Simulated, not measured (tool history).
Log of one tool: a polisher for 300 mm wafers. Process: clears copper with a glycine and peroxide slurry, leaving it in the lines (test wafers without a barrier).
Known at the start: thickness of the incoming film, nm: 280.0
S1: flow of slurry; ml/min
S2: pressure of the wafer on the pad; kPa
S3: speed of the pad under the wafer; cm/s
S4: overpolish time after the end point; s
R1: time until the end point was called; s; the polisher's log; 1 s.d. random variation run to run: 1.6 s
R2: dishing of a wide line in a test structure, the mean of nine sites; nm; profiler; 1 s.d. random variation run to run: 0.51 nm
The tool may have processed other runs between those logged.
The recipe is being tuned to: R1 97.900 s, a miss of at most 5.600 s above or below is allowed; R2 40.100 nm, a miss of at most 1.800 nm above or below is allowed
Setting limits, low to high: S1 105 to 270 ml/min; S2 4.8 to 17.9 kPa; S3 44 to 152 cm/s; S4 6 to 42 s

| run | hour | S1 | S2 | S3 | S4 | R1 | R2 |
|---|---|---|---|---|---|---|---|
| 1 | 0.0 | 175 | 11.0 | 98 | 21 | 65.878 | 49.756 |
| 2 | 1.2 | 175 | 10.3 | 96 | 22 | 69.659 | 49.958 |
| 3 | 2.9 | 175 | 9.7 | 96 | 22 | 71.637 | 47.184 |
| 4 | 10.2 | 175 | 9.0 | 94 | 23 | 73.607 | 47.009 |
| 5 | 16.3 | 175 | 8.3 | 90 | 24 | 81.669 | 47.120 |
| 6 | 19.4 | 175 | 11.0 | 90 | 24 | 71.369 | 50.892 |
| 7 | 25.1 | 175 | 9.7 | 88 | 24 | 77.119 | 48.552 |
| 8 | 29.7 | 175 | 9.0 | 88 | 24 | 78.074 | 47.204 |
| 9 | 31.7 | 175 | 8.3 | 86 | 24 | 82.059 | 46.012 |

Below are 5 possible settings for the next run. Only one of them brings all results inside the allowed miss of their targets. Which is it?
| A | 33.7 | 210 | 9.0 | 130 | 23 | ? | ? |
| B | 33.7 | 190 | 8.3 | 114 | 21 | ? | ? |
| C | 33.7 | 165 | 10.3 | 112 | 15 | ? | ? |
| D | 33.7 | 155 | 5.5 | 88 | 24 | ? | ? |
| E | 33.7 | 200 | 11.0 | 96 | 18 | ? | ? |

| move | R1 | R2 |
|---|---|---|
| A | 58.456 | 55.267 |
| B | 68.052 | 46.863 |
| C | 62.688 | 38.957 |
| D | 99.225 | 39.102 |
| E | 66.062 | 43.499 |
A: misses by more than the last run did
B: misses by more than the last run did
C: brings the last run's worst result on target, with another outside its allowed miss
D: each result inside its tolerance
E: misses by more than the last run did
Go with D: it meets all targets.

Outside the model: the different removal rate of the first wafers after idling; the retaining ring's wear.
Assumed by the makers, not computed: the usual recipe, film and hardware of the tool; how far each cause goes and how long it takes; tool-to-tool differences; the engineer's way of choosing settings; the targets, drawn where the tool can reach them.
